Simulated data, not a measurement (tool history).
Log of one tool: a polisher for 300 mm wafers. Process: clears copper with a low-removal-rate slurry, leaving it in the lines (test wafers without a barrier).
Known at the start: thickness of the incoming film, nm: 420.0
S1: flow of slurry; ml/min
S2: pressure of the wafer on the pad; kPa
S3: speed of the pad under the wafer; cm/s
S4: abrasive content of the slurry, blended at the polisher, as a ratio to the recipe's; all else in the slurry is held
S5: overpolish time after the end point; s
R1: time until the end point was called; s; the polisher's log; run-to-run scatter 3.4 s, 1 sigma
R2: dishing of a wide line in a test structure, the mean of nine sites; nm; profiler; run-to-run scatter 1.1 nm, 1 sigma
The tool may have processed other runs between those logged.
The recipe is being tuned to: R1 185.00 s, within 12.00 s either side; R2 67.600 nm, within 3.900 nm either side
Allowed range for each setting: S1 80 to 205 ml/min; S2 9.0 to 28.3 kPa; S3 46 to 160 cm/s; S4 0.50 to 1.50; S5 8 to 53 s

run	hour	S1	S2	S3	S4	S5	R1	R2
1	0.0	135	18.6	102	1.00	27	179.65	40.824
2	2.7	130	18.6	102	1.00	32	184.50	49.255
3	10.5	125	18.6	102	1.00	35	188.58	50.019
4	15.1	125	18.6	110	1.00	35	177.18	53.669
5	17.3	150	18.6	110	1.00	35	168.38	54.592
6	22.2	125	18.6	110	1.00	35	173.33	54.144
7	26.8	125	18.6	110	1.00	38	171.95	57.855
8	34.4	125	18.6	108	1.00	41	179.50	60.466
9	40.5	125	18.6	108	1.00	43	179.75	63.355

Which of these 5 next moves meets every target?
A	46.6	100	20.0	122	0.70	52	?	?
B	46.6	160	16.5	138	1.05	49	?	?
C	46.6	190	17.2	108	0.85	51	?	?
D	46.6	130	20.0	118	1.05	40	?	?
E	46.6	145	20.7	108	1.00	48	?	?

move	R1	R2
A	164.75	77.168
B	152.88	76.234
C	183.83	69.199
D	151.20	67.842
E	156.26	75.969
A: takes the result that was furthest off past its target
B: takes the result that was furthest off past its target
C: in spec on every target
D: brings the last run's worst result on target, with another outside its allowed miss
E: takes the result that was furthest off past its target
The right move is C.
